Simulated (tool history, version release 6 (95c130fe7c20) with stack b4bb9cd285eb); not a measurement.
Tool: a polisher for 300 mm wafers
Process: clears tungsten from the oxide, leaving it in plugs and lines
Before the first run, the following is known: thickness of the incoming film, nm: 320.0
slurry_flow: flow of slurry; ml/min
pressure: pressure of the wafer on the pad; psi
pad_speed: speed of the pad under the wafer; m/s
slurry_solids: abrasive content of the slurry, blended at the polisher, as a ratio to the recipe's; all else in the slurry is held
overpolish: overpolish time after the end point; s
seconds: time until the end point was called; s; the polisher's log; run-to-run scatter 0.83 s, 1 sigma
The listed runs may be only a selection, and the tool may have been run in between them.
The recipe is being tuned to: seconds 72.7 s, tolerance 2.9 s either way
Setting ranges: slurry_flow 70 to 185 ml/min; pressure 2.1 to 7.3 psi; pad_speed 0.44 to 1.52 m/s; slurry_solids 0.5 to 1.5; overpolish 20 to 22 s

Run 1, hour 0: slurry_flow 120 ml/min, pressure 4.7 psi, pad_speed 0.98 m/s, slurry_solids 1, overpolish 20 s. Result: seconds 51.471 s.
Run 2, hour 8.4: slurry_flow 120 ml/min, pressure 4.7 psi, pad_speed 0.98 m/s, slurry_solids 1, overpolish 22 s. Result: seconds 51.427 s.
Run 3, hour 9.2: slurry_flow 120 ml/min, pressure 4.7 psi, pad_speed 0.98 m/s, slurry_solids 1, overpolish 20 s. Result: seconds 51.838 s.
Run 4, hour 13.7: slurry_flow 120 ml/min, pressure 4.7 psi, pad_speed 0.98 m/s, slurry_solids 1, overpolish 20 s. Result: seconds 51.412 s.
Run 5, hour 16.3: slurry_flow 120 ml/min, pressure 4.7 psi, pad_speed 0.98 m/s, slurry_solids 0.85, overpolish 20 s. Result: seconds 53.626 s.
Run 6, hour 19.6: slurry_flow 120 ml/min, pressure 4.7 psi, pad_speed 0.82 m/s, slurry_solids 0.85, overpolish 20 s. Result: seconds 63.414 s.
Run 7, hour 23.4: slurry_flow 115 ml/min, pressure 4.6 psi, pad_speed 0.82 m/s, slurry_solids 0.85, overpolish 20 s. Result: seconds 64.704 s.
Run 8, hour 28.1: slurry_flow 115 ml/min, pressure 4.5 psi, pad_speed 0.82 m/s, slurry_solids 0.85, overpolish 20 s. Result: seconds 67.213 s.
Run 9, hour 29.4: slurry_flow 110 ml/min, pressure 4.5 psi, pad_speed 0.82 m/s, slurry_solids 0.85, overpolish 20 s. Result: seconds 67.488 s.
At hour 30.7: head pressure recalibrated.
Run 10, hour 30.7: slurry_flow 105 ml/min, pressure 4.4 psi, pad_speed 0.82 m/s, slurry_solids 0.85, overpolish 20 s. Result: seconds 77.758 s.

Which of these 4 next moves meets every target?
Run A, hour 32: slurry_flow 100 ml/min, pressure 4.3 psi, pad_speed 0.76 m/s, slurry_solids 0.9, overpolish 20 s. Result: seconds ?.
Run B, hour 32: slurry_flow 115 ml/min, pressure 3.6 psi, pad_speed 1.02 m/s, slurry_solids 0.55, overpolish 22 s. Result: seconds ?.
Run C, hour 32: slurry_flow 105 ml/min, pressure 4.2 psi, pad_speed 0.9 m/s, slurry_solids 0.6, overpolish 22 s. Result: seconds ?.
Run D, hour 32: slurry_flow 100 ml/min, pressure 5 psi, pad_speed 0.8 m/s, slurry_solids 0.8, overpolish 22 s. Result: seconds ?.

move  seconds
   A   85.461
   B   81.205
   C   79.562
   D   72.033
A: the biggest miss grows against the last run
B: the biggest miss grows against the last run
C: the biggest miss grows against the last run
D: each result inside its tolerance
D meets every target.
